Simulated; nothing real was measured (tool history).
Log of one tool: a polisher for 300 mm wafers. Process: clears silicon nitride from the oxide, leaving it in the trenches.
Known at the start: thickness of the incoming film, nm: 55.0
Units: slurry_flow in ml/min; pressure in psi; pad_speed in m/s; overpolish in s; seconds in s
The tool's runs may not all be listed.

| run | hour | slurry_flow | pressure | pad_speed | overpolish | seconds |
|---|---|---|---|---|---|---|
| 1 | 0 | 270 | 2.1 | 0.76 | 12 | 90.164 |
| 2 | 0.6 | 270 | 2.1 | 0.76 | 12 | 92.087 |
| 3 | 8.5 | 330 | 2.1 | 0.76 | 12 | 87.443 |
| 4 | 13.5 | 330 | 1.9 | 0.76 | 12 | 98.316 |
| 5 | 17.2 | 330 | 1.7 | 0.76 | 12 | 112.93 |
| 6 | 26.1 | 330 | 1.7 | 0.94 | 12 | 90.109 |

Forecast run 7:
| 7 | 26.7 | 330 | 1.6 | 0.92 | 12 | ? |

{"run 7": {"seconds": 96.537}}
